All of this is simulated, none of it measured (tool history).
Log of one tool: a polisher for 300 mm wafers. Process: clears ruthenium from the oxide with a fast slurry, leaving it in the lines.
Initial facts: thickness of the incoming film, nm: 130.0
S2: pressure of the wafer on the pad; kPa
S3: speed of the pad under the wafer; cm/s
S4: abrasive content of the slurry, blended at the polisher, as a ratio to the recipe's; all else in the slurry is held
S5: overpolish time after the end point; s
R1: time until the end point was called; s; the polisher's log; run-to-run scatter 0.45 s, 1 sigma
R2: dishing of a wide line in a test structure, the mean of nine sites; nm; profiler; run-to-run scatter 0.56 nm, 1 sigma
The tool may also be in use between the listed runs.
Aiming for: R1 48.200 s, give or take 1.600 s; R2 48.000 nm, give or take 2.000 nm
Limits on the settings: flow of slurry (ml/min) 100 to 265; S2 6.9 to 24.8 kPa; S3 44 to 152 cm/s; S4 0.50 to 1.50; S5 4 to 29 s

{"run": 1, "hour": 0.0, "flow of slurry (ml/min)": 170, "S2": 15.9, "S3": 98, "S4": 1.0, "S5": 15, "R1": 52.503, "R2": 28.373}
{"run": 2, "hour": 7.2, "flow of slurry (ml/min)": 165, "S2": 15.9, "S3": 98, "S4": 1.0, "S5": 16, "R1": 52.979, "R2": 30.258}
{"run": 3, "hour": 16.2, "flow of slurry (ml/min)": 160, "S2": 16.5, "S3": 98, "S4": 1.0, "S5": 17, "R1": 50.685, "R2": 32.764}
{"run": 4, "hour": 19.3, "flow of slurry (ml/min)": 160, "S2": 16.5, "S3": 98, "S4": 1.0, "S5": 20, "R1": 51.317, "R2": 37.304}
{"run": 5, "hour": 23.3, "flow of slurry (ml/min)": 160, "S2": 16.5, "S3": 98, "S4": 1.0, "S5": 21, "R1": 50.677, "R2": 39.194}
{"run": 6, "hour": 23.9, "flow of slurry (ml/min)": 160, "S2": 16.5, "S3": 98, "S4": 1.0, "S5": 26, "R1": 51.501, "R2": 47.567}
{"run": 7, "hour": 26.0, "flow of slurry (ml/min)": 165, "S2": 16.5, "S3": 98, "S4": 1.0, "S5": 26, "R1": 51.359, "R2": 47.849}
{"run": 8, "hour": 27.0, "flow of slurry (ml/min)": 170, "S2": 16.5, "S3": 98, "S4": 1.0, "S5": 26, "R1": 50.565, "R2": 46.28}

Exactly one of the 4 candidate moves below puts every result within its allowed miss. Which one?
{"run": "A", "hour": 28.0, "flow of slurry (ml/min)": 115, "S2": 16.5, "S3": 118, "S4": 0.9, "S5": 23, "R1": "?", "R2": "?"}
{"run": "B", "hour": 28.0, "flow of slurry (ml/min)": 125, "S2": 17.2, "S3": 100, "S4": 0.95, "S5": 28, "R1": "?", "R2": "?"}
{"run": "C", "hour": 28.0, "flow of slurry (ml/min)": 160, "S2": 17.2, "S3": 86, "S4": 1.1, "S5": 25, "R1": "?", "R2": "?"}
{"run": "D", "hour": 28.0, "flow of slurry (ml/min)": 175, "S2": 19.3, "S3": 94, "S4": 0.95, "S5": 25, "R1": "?", "R2": "?"}

move=A R1=49.620 R2=44.330
move=B R1=53.442 R2=49.335
move=C R1=53.708 R2=44.495
move=D R1=49.287 R2=47.968
A: the furthest-off result lands on target, but another misses its tolerance
B: misses by more than the last run did
C: misses by more than the last run did
D: all results in spec
D is the move that brings every result within its allowed miss.
